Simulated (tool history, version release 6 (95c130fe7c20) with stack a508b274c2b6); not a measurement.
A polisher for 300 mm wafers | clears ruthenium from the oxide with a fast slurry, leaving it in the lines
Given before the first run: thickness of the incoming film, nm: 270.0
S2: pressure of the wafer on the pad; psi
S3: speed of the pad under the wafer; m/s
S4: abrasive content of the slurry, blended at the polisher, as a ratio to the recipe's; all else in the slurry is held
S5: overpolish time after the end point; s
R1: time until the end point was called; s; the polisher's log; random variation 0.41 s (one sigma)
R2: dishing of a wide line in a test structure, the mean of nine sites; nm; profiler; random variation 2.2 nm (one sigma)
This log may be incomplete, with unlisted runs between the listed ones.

{"run": 1, "hour": 0.0, "flow of slurry (ml/min)": 240, "S2": 2.3, "S3": 1.02, "S4": 1.0, "S5": 27, "R1": 68.425, "R2": 85.014}
{"run": 2, "hour": 6.9, "flow of slurry (ml/min)": 240, "S2": 2.5, "S3": 1.04, "S4": 1.0, "S5": 25, "R1": 60.399, "R2": 81.599}
{"run": 3, "hour": 12.4, "flow of slurry (ml/min)": 240, "S2": 2.6, "S3": 1.04, "S4": 1.0, "S5": 24, "R1": 58.978, "R2": 80.648}
{"run": 4, "hour": 17.8, "flow of slurry (ml/min)": 240, "S2": 2.6, "S3": 0.86, "S4": 1.0, "S5": 24, "R1": 65.608, "R2": 77.523}
{"run": 5, "hour": 26.0, "flow of slurry (ml/min)": 240, "S2": 2.7, "S3": 0.9, "S4": 1.0, "S5": 23, "R1": 62.492, "R2": 75.428}
{"run": 6, "hour": 34.6, "flow of slurry (ml/min)": 295, "S2": 2.7, "S3": 0.9, "S4": 1.0, "S5": 23, "R1": 61.927, "R2": 78.27}
{"run": 7, "hour": 42.6, "flow of slurry (ml/min)": 295, "S2": 2.8, "S3": 0.94, "S4": 1.0, "S5": 22, "R1": 58.523, "R2": 78.219}
{"run": 8, "hour": 45.1, "flow of slurry (ml/min)": 295, "S2": 2.9, "S3": 0.98, "S4": 1.0, "S5": 21, "R1": 54.873, "R2": 79.204}
{"run": 9, "hour": 46.3, "flow of slurry (ml/min)": 300, "S2": 3.5, "S3": 1.24, "S4": 1.0, "S5": 11, "R1": 38.619, "R2": 62.64}
{"run": 10, "hour": 49.1, "flow of slurry (ml/min)": 300, "S2": 3.5, "S3": 1.26, "S4": 1.0, "S5": 12, "R1": 37.919, "R2": 68.269}
{"run": 11, "hour": 55.5, "flow of slurry (ml/min)": 300, "S2": 3.5, "S3": 1.26, "S4": 1.0, "S5": 12, "R1": 38.812, "R2": 68.24}

Predict the results of run 12:
{"run": 12, "hour": 63.1, "flow of slurry (ml/min)": 300, "S2": 3.5, "S3": 1.28, "S4": 1.0, "S5": 13, "R1": "?", "R2": "?"}

Run 12 measured R1 37.708 s, R2 68.496 nm.
